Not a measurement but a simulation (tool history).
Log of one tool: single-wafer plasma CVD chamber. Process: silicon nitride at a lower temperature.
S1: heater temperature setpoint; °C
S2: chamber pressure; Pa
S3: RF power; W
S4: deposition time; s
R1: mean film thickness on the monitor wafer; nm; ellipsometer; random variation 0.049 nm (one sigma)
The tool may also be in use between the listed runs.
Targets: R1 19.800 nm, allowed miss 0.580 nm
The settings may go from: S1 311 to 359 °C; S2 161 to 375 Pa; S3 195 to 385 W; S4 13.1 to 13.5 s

run	hour	S1	S2	S3	S4	R1
1	0.0	335	268	290	13.1	16.465
2	3.5	335	249	290	13.1	16.089
3	5.8	335	249	275	13.1	15.397
4	10.3	335	260	285	13.1	16.097
5	11.9	335	260	260	13.1	14.835
6	14.1	335	260	260	13.5	15.364
7	19.3	335	269	270	13.5	15.978
8	26.0	334	323	315	13.5	18.934
9	31.6	334	325	315	13.5	19.000
10	38.9	334	328	315	13.5	19.058
11	41.5	334	331	315	13.5	19.098
12	43.9	334	332	315	13.5	19.124
13	49.1	334	333	315	13.5	19.178

5 next moves are on the table. One of them brings every result within its allowed miss. Which?
A	54.3	338	313	365	13.5	?
B	54.3	334	332	305	13.5	?
C	54.3	333	328	330	13.5	?
D	54.3	340	375	340	13.5	?
E	54.3	339	328	350	13.5	?

move	R1
A	21.002
B	18.680
C	19.775
D	20.815
E	20.599
A: takes the result that was furthest off past its target
B: further off than the last run
C: meets every target
D: takes the result that was furthest off past its target
E: takes the result that was furthest off past its target
Answer: C

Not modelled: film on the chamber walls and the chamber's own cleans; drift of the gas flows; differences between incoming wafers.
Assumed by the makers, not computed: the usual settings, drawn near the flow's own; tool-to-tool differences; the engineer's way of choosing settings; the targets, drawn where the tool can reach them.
